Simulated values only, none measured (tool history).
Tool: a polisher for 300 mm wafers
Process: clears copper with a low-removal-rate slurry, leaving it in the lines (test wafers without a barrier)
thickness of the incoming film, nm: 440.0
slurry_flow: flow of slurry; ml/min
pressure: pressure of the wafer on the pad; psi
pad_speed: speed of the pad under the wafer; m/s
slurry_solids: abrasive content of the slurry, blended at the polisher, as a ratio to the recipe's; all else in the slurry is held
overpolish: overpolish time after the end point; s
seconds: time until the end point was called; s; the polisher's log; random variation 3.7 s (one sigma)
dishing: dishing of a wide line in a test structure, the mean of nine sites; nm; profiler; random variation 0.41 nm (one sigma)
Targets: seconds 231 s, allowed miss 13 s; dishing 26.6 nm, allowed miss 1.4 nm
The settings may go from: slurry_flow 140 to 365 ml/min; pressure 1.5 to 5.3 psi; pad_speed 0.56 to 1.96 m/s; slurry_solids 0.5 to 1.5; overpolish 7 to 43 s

run 1 hour=0 | slurry_flow=235 pressure=3.4 pad_speed=1.26 slurry_solids=1 overpolish=22 | seconds=112.85 dishing=53.219
run 2 hour=1.8 | slurry_flow=235 pressure=2.9 pad_speed=1.2 slurry_solids=1 overpolish=21 | seconds=133.45 dishing=45.409
run 3 hour=6.3 | slurry_flow=235 pressure=2.6 pad_speed=1.12 slurry_solids=1 overpolish=20 | seconds=159.08 dishing=36.336
run 4 hour=14 | slurry_flow=235 pressure=3.3 pad_speed=1.12 slurry_solids=1 overpolish=20 | seconds=127.97 dishing=44.787
run 5 hour=18.5 | slurry_flow=235 pressure=2.8 pad_speed=1.1 slurry_solids=1 overpolish=20 | seconds=150.62 dishing=38.987
run 6 hour=21.2 | slurry_flow=235 pressure=2.5 pad_speed=1.08 slurry_solids=1 overpolish=20 | seconds=167.11 dishing=36.288
run 7 hour=25.8 | slurry_flow=235 pressure=2.2 pad_speed=1.06 slurry_solids=1 overpolish=20 | seconds=194.32 dishing=31.58
run 8 hour=34.5 | slurry_flow=235 pressure=2.1 pad_speed=1.06 slurry_solids=1 overpolish=20 | seconds=204.46 dishing=30.497
run 9 hour=40.7 | slurry_flow=235 pressure=2 pad_speed=1.06 slurry_solids=1 overpolish=20 | seconds=203.25 dishing=29.179
run 10 hour=47.8 | slurry_flow=235 pressure=1.9 pad_speed=1.06 slurry_solids=1 overpolish=20 | seconds=220.41 dishing=28.305

4 next moves are on the table. One of them brings every result within its allowed miss. Which?
run A hour=54.9 | slurry_flow=150 pressure=1.7 pad_speed=1.22 slurry_solids=0.9 overpolish=24 | seconds=? dishing=?
run B hour=54.9 | slurry_flow=260 pressure=1.9 pad_speed=1 slurry_solids=0.9 overpolish=24 | seconds=? dishing=?
run C hour=54.9 | slurry_flow=250 pressure=1.5 pad_speed=1.24 slurry_solids=0.9 overpolish=20 | seconds=? dishing=?
run D hour=54.9 | slurry_flow=245 pressure=2.3 pad_speed=0.94 slurry_solids=1.2 overpolish=18 | seconds=? dishing=?

move=A seconds=228.06 dishing=32.418
move=B seconds=236.62 dishing=31.752
move=C seconds=232.9 dishing=27.321
move=D seconds=202.3 dishing=28.899
A: further off than the last run
B: further off than the last run
C: meets every target
D: further off than the last run
The right move is C.
